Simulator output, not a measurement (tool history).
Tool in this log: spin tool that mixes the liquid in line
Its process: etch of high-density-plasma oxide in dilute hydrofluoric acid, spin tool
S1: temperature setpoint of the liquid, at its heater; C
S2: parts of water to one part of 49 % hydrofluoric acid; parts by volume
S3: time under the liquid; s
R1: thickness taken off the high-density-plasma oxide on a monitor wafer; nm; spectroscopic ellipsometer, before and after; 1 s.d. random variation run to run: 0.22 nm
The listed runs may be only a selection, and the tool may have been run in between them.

run	hour	S1	S2	S3	R1
1	0	21	290	315	8.7751
2	6	21	365	315	6.4217
3	7.4	23	295	315	9.44
4	14.4	24.5	250	315	11.835
5	23.4	25.5	210	315	15.419
6	26.9	26.5	190	315	18.502

Predict the results of run 7:
7	29.5	27	180	315	?

{"run 7": {"R1": 19.395}}

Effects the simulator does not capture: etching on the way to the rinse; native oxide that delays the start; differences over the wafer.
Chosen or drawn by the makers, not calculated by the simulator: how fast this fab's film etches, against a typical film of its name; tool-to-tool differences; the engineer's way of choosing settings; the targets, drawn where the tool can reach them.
